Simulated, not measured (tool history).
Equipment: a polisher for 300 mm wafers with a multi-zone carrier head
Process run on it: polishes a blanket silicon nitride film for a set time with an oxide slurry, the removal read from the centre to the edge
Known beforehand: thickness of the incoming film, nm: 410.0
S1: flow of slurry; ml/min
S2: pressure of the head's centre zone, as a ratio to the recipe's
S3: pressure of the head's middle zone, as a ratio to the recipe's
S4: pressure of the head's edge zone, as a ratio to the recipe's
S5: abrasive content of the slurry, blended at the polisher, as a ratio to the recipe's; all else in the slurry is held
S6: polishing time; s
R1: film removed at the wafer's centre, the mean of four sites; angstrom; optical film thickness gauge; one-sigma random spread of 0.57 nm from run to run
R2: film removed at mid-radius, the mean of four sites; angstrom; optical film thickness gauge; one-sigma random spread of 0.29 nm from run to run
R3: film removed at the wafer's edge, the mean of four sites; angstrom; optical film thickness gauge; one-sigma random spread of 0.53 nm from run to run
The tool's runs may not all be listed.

| run | hour | S1 | S2 | S3 | S4 | S5 | S6 | R1 | R2 | R3 |
|---|---|---|---|---|---|---|---|---|---|---|
| 1 | 0 | 260 | 1 | 1 | 1 | 1 | 41 | 301.5 | 294.56 | 300.43 |
| 2 | 7.1 | 260 | 1 | 1 | 1 | 0.8 | 41 | 282.45 | 275.74 | 276.25 |
| 3 | 11 | 260 | 1.07 | 1 | 1 | 0.8 | 41 | 293.36 | 281.38 | 278.71 |
| 4 | 11.9 | 260 | 1.07 | 1.01 | 1.03 | 0.9 | 41 | 295.27 | 284.64 | 287.43 |
| 5 | 19.3 | 230 | 1.07 | 1.01 | 1.03 | 0.9 | 41 | 305.2 | 287.95 | 288.14 |
| 6 | 24.3 | 235 | 1.06 | 1.01 | 1.04 | 1 | 42 | 314.79 | 300.69 | 299.87 |
| 7 | 29 | 245 | 1.04 | 1 | 1.05 | 1.1 | 43 | 322.89 | 316.27 | 315.17 |
| 8 | 30.4 | 250 | 1.02 | 0.98 | 1.06 | 1.15 | 44 | 341.06 | 322.35 | 325.9 |

Forecast run 9:
| 9 | 36.3 | 260 | 0.99 | 0.97 | 1.08 | 1.2 | 45 | ? | ? | ? |

R1: 343.74 angstrom
R2: 330.32 angstrom
R3: 343.67 angstrom
